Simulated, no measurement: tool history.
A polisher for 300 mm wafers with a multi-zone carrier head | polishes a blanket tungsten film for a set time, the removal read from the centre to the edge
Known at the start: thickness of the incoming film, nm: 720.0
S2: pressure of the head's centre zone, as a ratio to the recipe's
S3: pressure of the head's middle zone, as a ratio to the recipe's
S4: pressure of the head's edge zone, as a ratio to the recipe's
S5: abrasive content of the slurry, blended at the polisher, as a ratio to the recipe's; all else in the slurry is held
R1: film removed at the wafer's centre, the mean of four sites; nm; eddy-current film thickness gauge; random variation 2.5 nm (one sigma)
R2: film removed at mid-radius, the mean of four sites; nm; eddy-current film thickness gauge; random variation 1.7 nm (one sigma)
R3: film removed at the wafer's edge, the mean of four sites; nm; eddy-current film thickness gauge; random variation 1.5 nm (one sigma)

run 1 hour=0 | flow_of_slurry_(ml/min)=245 S2=1 S3=1 S4=1 S5=1 polishing_time_(s)=53 | R1=219.2 R2=219.64 R3=213.22
run 2 hour=7.4 | flow_of_slurry_(ml/min)=245 S2=1 S3=1 S4=1.06 S5=1 polishing_time_(s)=53 | R1=221.93 R2=217.5 R3=224.9
run 3 hour=8.2 | flow_of_slurry_(ml/min)=235 S2=0.96 S3=0.97 S4=1.01 S5=0.95 polishing_time_(s)=53 | R1=204.24 R2=208.82 R3=215.88
run 4 hour=10.7 | flow_of_slurry_(ml/min)=235 S2=0.96 S3=1.06 S4=1.01 S5=0.95 polishing_time_(s)=53 | R1=203.95 R2=224.09 R3=214.06
run 5 hour=19.3 | flow_of_slurry_(ml/min)=235 S2=0.96 S3=1.1 S4=1.01 S5=0.95 polishing_time_(s)=53 | R1=203.06 R2=231.46 R3=212.43
run 6 hour=26.8 | flow_of_slurry_(ml/min)=225 S2=0.95 S3=1.06 S4=0.97 S5=0.85 polishing_time_(s)=53 | R1=190.93 R2=214.4 R3=198.81
run 7 hour=33.4 | flow_of_slurry_(ml/min)=215 S2=0.94 S3=1.03 S4=0.95 S5=0.85 polishing_time_(s)=53 | R1=190.42 R2=210.39 R3=196.16

Forecast run 8:
run 8 hour=36.5 | flow_of_slurry_(ml/min)=210 S2=0.92 S3=1.01 S4=0.94 S5=0.8 polishing_time_(s)=53 | R1=? R2=? R3=?

{"run 8": {"R1": 178.76, "R2": 202, "R3": 191.82}}
